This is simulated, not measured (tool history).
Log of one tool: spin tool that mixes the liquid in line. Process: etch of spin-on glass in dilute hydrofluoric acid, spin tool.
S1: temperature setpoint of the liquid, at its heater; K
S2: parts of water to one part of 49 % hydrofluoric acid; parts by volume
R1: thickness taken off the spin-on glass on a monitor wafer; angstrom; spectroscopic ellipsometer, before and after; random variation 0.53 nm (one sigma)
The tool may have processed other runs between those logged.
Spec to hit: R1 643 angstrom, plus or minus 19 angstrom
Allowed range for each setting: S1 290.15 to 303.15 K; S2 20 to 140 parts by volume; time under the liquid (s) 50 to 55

run 1 day=0 | S1=295.15 S2=75 time_under_the_liquid_(s)=50 | R1=299.75
run 2 day=0.038 | S1=295.15 S2=75 time_under_the_liquid_(s)=50 | R1=302.32
run 3 day=0.242 | S1=291.65 S2=75 time_under_the_liquid_(s)=50 | R1=263.62
run 4 day=0.392 | S1=293.15 S2=75 time_under_the_liquid_(s)=50 | R1=277.3
run 5 day=0.646 | S1=295.65 S2=65 time_under_the_liquid_(s)=50 | R1=359.53
run 6 day=0.983 | S1=297.15 S2=60 time_under_the_liquid_(s)=50 | R1=420.02
run 7 day=1.275 | S1=298.65 S2=55 time_under_the_liquid_(s)=50 | R1=481.87
run 8 day=1.338 | S1=299.65 S2=55 time_under_the_liquid_(s)=50 | R1=499.69
run 9 day=1.404 | S1=300.65 S2=55 time_under_the_liquid_(s)=50 | R1=523.41
run 10 day=1.467 | S1=301.15 S2=55 time_under_the_liquid_(s)=50 | R1=533.34
run 11 day=1.588 | S1=301.65 S2=55 time_under_the_liquid_(s)=50 | R1=551.02
run 12 day=1.912 | S1=302.15 S2=55 time_under_the_liquid_(s)=50 | R1=560.74
run 13 day=2.212 | S1=303.15 S2=45 time_under_the_liquid_(s)=50 | R1=724.25
run 14 day=2.408 | S1=302.65 S2=45 time_under_the_liquid_(s)=50 | R1=710.56
run 15 day=2.7 | S1=302.15 S2=45 time_under_the_liquid_(s)=50 | R1=696.42
run 16 day=3.008 | S1=301.65 S2=45 time_under_the_liquid_(s)=50 | R1=681.49
run 17 day=3.221 | S1=301.15 S2=45 time_under_the_liquid_(s)=50 | R1=666.08

Pick the move, out of 4, that brings all results within their allowed miss; only one does.
run A day=3.433 | S1=302.15 S2=45 time_under_the_liquid_(s)=50 | R1=?
run B day=3.433 | S1=299.65 S2=45 time_under_the_liquid_(s)=55 | R1=?
run C day=3.433 | S1=303.15 S2=50 time_under_the_liquid_(s)=50 | R1=?
run D day=3.433 | S1=300.65 S2=40 time_under_the_liquid_(s)=50 | R1=?

move=A R1=700.37
move=B R1=696.87
move=C R1=650.75
move=D R1=747.5
A: misses by more than the last run did
B: misses by more than the last run did
C: all results in spec
D: misses by more than the last run did
Correct choice: C, which meets every target
